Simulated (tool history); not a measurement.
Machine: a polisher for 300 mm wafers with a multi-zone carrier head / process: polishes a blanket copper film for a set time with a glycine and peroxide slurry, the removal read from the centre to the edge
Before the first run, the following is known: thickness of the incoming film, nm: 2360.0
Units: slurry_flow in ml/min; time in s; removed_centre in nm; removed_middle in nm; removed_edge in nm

run 1 hour=0.0 | slurry_flow=300 centre_zone=1.00 middle_zone=1.00 edge_zone=1.00 time=73 | removed_centre=287.59 removed_middle=287.07 removed_edge=287.54
run 2 hour=5.0 | slurry_flow=300 centre_zone=1.00 middle_zone=1.00 edge_zone=0.93 time=73 | removed_centre=286.06 removed_middle=284.16 removed_edge=279.51
run 3 hour=12.1 | slurry_flow=300 centre_zone=0.92 middle_zone=1.00 edge_zone=0.93 time=73 | removed_centre=267.97 removed_middle=282.98 removed_edge=275.08
run 4 hour=13.9 | slurry_flow=285 centre_zone=0.95 middle_zone=0.94 edge_zone=0.97 time=73 | removed_centre=272.60 removed_middle=265.81 removed_edge=282.99
run 5 hour=20.8 | slurry_flow=285 centre_zone=0.95 middle_zone=0.94 edge_zone=0.92 time=73 | removed_centre=273.58 removed_middle=262.88 removed_edge=277.21
run 6 hour=27.3 | slurry_flow=285 centre_zone=0.95 middle_zone=0.94 edge_zone=0.92 time=91 | removed_centre=334.66 removed_middle=329.51 removed_edge=341.66
-- hour=30.1 worn pad replaced by a new one
run 7 hour=30.1 | slurry_flow=285 centre_zone=0.95 middle_zone=0.94 edge_zone=0.92 time=91 | removed_centre=359.09 removed_middle=351.12 removed_edge=363.70

What does the tool deliver on the next run?
run 8 hour=36.6 | slurry_flow=270 centre_zone=0.95 middle_zone=0.90 edge_zone=0.93 time=86 | removed_centre=? removed_middle=? removed_edge=?

{"run 8": {"removed_centre": 338.02, "removed_middle": 319.6, "removed_edge": 343.09}}

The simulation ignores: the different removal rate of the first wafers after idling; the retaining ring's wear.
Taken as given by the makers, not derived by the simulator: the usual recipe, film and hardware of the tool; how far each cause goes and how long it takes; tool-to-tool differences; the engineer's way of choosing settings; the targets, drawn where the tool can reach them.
